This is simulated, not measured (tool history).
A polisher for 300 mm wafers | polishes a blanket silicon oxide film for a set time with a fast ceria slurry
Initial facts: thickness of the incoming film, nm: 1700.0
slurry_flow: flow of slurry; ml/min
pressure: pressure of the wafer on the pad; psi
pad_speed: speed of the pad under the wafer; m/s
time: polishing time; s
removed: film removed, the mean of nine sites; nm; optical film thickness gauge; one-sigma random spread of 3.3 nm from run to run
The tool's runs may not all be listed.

{"run": 1, "hour": 0.0, "slurry_flow": 220, "pressure": 3.4, "pad_speed": 1.18, "time": 20, "removed": 494.67}
{"run": 2, "hour": 7.8, "slurry_flow": 220, "pressure": 2.6, "pad_speed": 1.18, "time": 20, "removed": 381.44}
{"run": 3, "hour": 12.8, "slurry_flow": 220, "pressure": 3.3, "pad_speed": 1.18, "time": 20, "removed": 478.26}
{"run": 4, "hour": 16.4, "slurry_flow": 220, "pressure": 3.3, "pad_speed": 1.18, "time": 20, "removed": 474.97}
{"run": 5, "hour": 20.8, "slurry_flow": 220, "pressure": 2.8, "pad_speed": 1.14, "time": 20, "removed": 392.22}
{"hour": 27.0, "done": "slurry nozzle cleaned"}
{"run": 6, "hour": 27.0, "slurry_flow": 260, "pressure": 2.8, "pad_speed": 1.14, "time": 20, "removed": 429.45}
{"run": 7, "hour": 31.9, "slurry_flow": 200, "pressure": 1.8, "pad_speed": 1.1, "time": 20, "removed": 267.04}
{"run": 8, "hour": 40.9, "slurry_flow": 195, "pressure": 1.8, "pad_speed": 1.1, "time": 20, "removed": 271.55}

Run 9, settings as shown, results not yet in. Your forecast:
{"run": 9, "hour": 48.4, "slurry_flow": 185, "pressure": 1.8, "pad_speed": 1.1, "time": 20, "removed": "?"}

removed: 270.84 nm

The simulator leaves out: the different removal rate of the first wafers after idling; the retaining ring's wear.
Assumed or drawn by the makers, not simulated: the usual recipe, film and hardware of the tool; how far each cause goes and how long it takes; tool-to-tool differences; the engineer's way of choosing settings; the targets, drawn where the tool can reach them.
